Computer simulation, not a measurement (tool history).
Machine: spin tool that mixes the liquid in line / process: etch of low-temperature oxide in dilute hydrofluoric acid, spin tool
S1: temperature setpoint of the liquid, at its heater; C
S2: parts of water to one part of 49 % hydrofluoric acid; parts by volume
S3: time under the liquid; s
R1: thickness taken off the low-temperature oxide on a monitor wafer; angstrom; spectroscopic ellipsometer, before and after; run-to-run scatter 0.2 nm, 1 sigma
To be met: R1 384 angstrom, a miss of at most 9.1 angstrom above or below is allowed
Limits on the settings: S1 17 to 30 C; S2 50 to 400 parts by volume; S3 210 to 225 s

Run 1, hour 0: S1 22 C, S2 225 parts by volume, S3 210 s. Result: R1 181.02 angstrom.
Run 2, hour 4: S1 23 C, S2 210 parts by volume, S3 210 s. Result: R1 202.7 angstrom.
Run 3, hour 8.3: S1 23 C, S2 210 parts by volume, S3 225 s. Result: R1 216.51 angstrom.
Run 4, hour 11.5: S1 23 C, S2 270 parts by volume, S3 225 s. Result: R1 160.07 angstrom.
Run 5, hour 12.6: S1 21 C, S2 270 parts by volume, S3 225 s. Result: R1 149.71 angstrom.
Run 6, hour 20.7: S1 22.5 C, S2 250 parts by volume, S3 225 s. Result: R1 173.3 angstrom.
Run 7, hour 25.8: S1 23.5 C, S2 235 parts by volume, S3 225 s. Result: R1 193.61 angstrom.
Run 8, hour 31.2: S1 24.5 C, S2 220 parts by volume, S3 225 s. Result: R1 218.11 angstrom.
Run 9, hour 34.8: S1 28.5 C, S2 140 parts by volume, S3 225 s. Result: R1 430.74 angstrom.
At hour 36.6: thermometer replaced.
Run 10, hour 36.6: S1 28.5 C, S2 140 parts by volume, S3 225 s. Result: R1 464.25 angstrom.
Run 11, hour 44.3: S1 28.5 C, S2 140 parts by volume, S3 225 s. Result: R1 469.05 angstrom.
Run 12, hour 52: S1 28 C, S2 140 parts by volume, S3 225 s. Result: R1 460.31 angstrom.
Run 13, hour 56.3: S1 27.5 C, S2 140 parts by volume, S3 225 s. Result: R1 449.97 angstrom.
Run 14, hour 58.1: S1 27 C, S2 140 parts by volume, S3 225 s. Result: R1 446.53 angstrom.

Below are 5 possible settings for the next run. Only one of them brings all results inside the allowed miss of their targets. Which is it?
Run A, hour 59.9: S1 28 C, S2 145 parts by volume, S3 220 s. Result: R1 ?.
Run B, hour 59.9: S1 26 C, S2 110 parts by volume, S3 225 s. Result: R1 ?.
Run C, hour 59.9: S1 27 C, S2 155 parts by volume, S3 210 s. Result: R1 ?.
Run D, hour 59.9: S1 29.5 C, S2 120 parts by volume, S3 210 s. Result: R1 ?.
Run E, hour 59.9: S1 28.5 C, S2 155 parts by volume, S3 210 s. Result: R1 ?.

move      R1
   A  426.58
   B  557.42
   C   362.6
   D  537.31
   E   383.1
A: an improvement on the last run, though not all results are within tolerance
B: moves away from the targets compared with the last run
C: takes the biggest miss from the last run beyond its target
D: moves away from the targets compared with the last run
E: hits every target within its allowed miss
The right move is E.

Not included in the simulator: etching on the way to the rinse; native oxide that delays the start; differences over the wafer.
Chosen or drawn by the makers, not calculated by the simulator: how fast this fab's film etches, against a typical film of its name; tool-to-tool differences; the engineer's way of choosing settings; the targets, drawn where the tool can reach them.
